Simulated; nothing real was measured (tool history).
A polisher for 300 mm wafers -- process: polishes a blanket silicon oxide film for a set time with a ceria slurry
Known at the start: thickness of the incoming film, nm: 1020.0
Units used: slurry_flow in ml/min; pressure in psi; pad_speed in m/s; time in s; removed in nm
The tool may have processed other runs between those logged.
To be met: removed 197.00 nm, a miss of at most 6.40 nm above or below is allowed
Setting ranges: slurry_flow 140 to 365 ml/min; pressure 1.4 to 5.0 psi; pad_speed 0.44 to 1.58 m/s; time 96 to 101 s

Run 1, day 0.000: slurry_flow 235 ml/min, pressure 3.2 psi, pad_speed 1.00 m/s, time 96 s. Result: removed 379.68 nm.
Run 2, day 0.367: slurry_flow 235 ml/min, pressure 2.6 psi, pad_speed 0.98 m/s, time 96 s. Result: removed 300.31 nm.
Run 3, day 0.542: slurry_flow 235 ml/min, pressure 2.6 psi, pad_speed 0.98 m/s, time 96 s. Result: removed 309.00 nm.
Run 4, day 0.888: slurry_flow 235 ml/min, pressure 3.0 psi, pad_speed 0.98 m/s, time 96 s. Result: removed 356.94 nm.
Run 5, day 1.125: slurry_flow 235 ml/min, pressure 2.5 psi, pad_speed 0.98 m/s, time 96 s. Result: removed 292.71 nm.
Run 6, day 1.150: slurry_flow 235 ml/min, pressure 2.2 psi, pad_speed 0.98 m/s, time 96 s. Result: removed 260.75 nm.
Run 7, day 1.488: slurry_flow 235 ml/min, pressure 2.0 psi, pad_speed 0.98 m/s, time 96 s. Result: removed 239.29 nm.
Run 8, day 1.754: slurry_flow 235 ml/min, pressure 1.8 psi, pad_speed 0.98 m/s, time 96 s. Result: removed 218.18 nm.
Run 9, day 1.996: slurry_flow 235 ml/min, pressure 1.7 psi, pad_speed 0.98 m/s, time 96 s. Result: removed 205.19 nm.

4 candidate next runs follow, results not yet known. Just one meets every target within its allowed miss. Identify it.
Run A, day 2.238: slurry_flow 235 ml/min, pressure 1.8 psi, pad_speed 0.96 m/s, time 98 s. Result: removed ?.
Run B, day 2.238: slurry_flow 250 ml/min, pressure 1.6 psi, pad_speed 0.96 m/s, time 99 s. Result: removed ?.
Run C, day 2.238: slurry_flow 225 ml/min, pressure 1.5 psi, pad_speed 1.02 m/s, time 96 s. Result: removed ?.
Run D, day 2.238: slurry_flow 240 ml/min, pressure 2.2 psi, pad_speed 0.68 m/s, time 96 s. Result: removed ?.

move  removed
   A   216.37
   B   196.90
   C   188.32
   D   184.53
A: its largest miss is bigger than the last run's
B: every result within its allowed miss
C: pushes the last run's worst result past its target
D: pushes the last run's worst result past its target
The right move is B.

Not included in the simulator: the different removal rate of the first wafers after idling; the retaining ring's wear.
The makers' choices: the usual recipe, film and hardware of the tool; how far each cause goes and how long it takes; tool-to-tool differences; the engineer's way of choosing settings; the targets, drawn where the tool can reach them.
